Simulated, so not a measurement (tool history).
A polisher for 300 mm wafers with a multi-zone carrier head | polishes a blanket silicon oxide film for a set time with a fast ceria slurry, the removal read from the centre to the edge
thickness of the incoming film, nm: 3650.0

run,hour,flow of slurry (ml/min),pressure of the head's centre zone,pressure of the head's middle zone,pressure of the head's edge zone,polishing time (s),film removed at the wafer's centre (Å),film removed at mid-radius (Å),film removed at the wafer's edge (Å)
1,0.0,280,1.00,1.00,1.00,66,5847.1,6057.0,5916.5
2,0.7,280,1.00,1.00,1.00,80,7146.6,7194.3,7106.1
3,1.9,280,1.00,1.05,1.00,80,7171.2,7651.9,7109.4
4,8.3,300,1.02,1.06,1.00,80,7367.3,7580.1,7105.5
5,11.9,235,1.02,1.06,1.00,80,7166.5,7516.6,6998.5
6,13.8,195,1.02,1.06,1.00,80,7080.6,7295.2,6857.0

Run 7 comes next. What will it give?
7,16.6,225,1.04,1.08,1.01,80,?,?,?

film removed at the wafer's centre (Å): 7200.4
film removed at mid-radius (Å): 7515.9
film removed at the wafer's edge (Å): 7073.2
